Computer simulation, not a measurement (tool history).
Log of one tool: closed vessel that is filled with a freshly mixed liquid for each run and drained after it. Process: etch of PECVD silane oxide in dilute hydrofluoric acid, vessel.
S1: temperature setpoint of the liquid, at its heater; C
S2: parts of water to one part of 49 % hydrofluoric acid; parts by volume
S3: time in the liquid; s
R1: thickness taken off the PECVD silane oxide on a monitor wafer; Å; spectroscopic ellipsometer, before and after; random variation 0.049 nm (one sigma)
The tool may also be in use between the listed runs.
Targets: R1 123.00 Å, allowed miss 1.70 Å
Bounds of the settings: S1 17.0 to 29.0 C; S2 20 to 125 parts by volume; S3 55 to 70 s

Run 1, hour 0.0: S1 21.0 C, S2 70 parts by volume, S3 70 s. Result: R1 226.35 Å.
Run 2, hour 6.7: S1 19.5 C, S2 80 parts by volume, S3 70 s. Result: R1 182.43 Å.
Run 3, hour 9.3: S1 18.5 C, S2 85 parts by volume, S3 70 s. Result: R1 164.04 Å.
Run 4, hour 10.7: S1 20.0 C, S2 85 parts by volume, S3 70 s. Result: R1 176.42 Å.
Run 5, hour 15.0: S1 20.0 C, S2 95 parts by volume, S3 70 s. Result: R1 153.69 Å.
Run 6, hour 15.8: S1 18.0 C, S2 95 parts by volume, S3 70 s. Result: R1 142.84 Å.
Run 7, hour 17.4: S1 18.0 C, S2 95 parts by volume, S3 70 s. Result: R1 143.01 Å.
Run 8, hour 23.7: S1 17.5 C, S2 100 parts by volume, S3 70 s. Result: R1 132.12 Å.
Run 9, hour 27.3: S1 17.0 C, S2 100 parts by volume, S3 70 s. Result: R1 128.73 Å.
Run 10, hour 33.8: S1 17.0 C, S2 100 parts by volume, S3 70 s. Result: R1 129.63 Å.

Which of these 4 next moves meets every target?
Run A, hour 40.3: S1 17.0 C, S2 100 parts by volume, S3 65 s. Result: R1 ?.
Run B, hour 40.3: S1 17.0 C, S2 85 parts by volume, S3 60 s. Result: R1 ?.
Run C, hour 40.3: S1 19.0 C, S2 90 parts by volume, S3 60 s. Result: R1 ?.
Run D, hour 40.3: S1 17.5 C, S2 100 parts by volume, S3 65 s. Result: R1 ?.

move      R1
   A  120.52
   B  132.96
   C  135.88
   D  123.08
A: takes the result that was furthest off past its target
B: further off than the last run
C: further off than the last run
D: meets every target
Answer: D
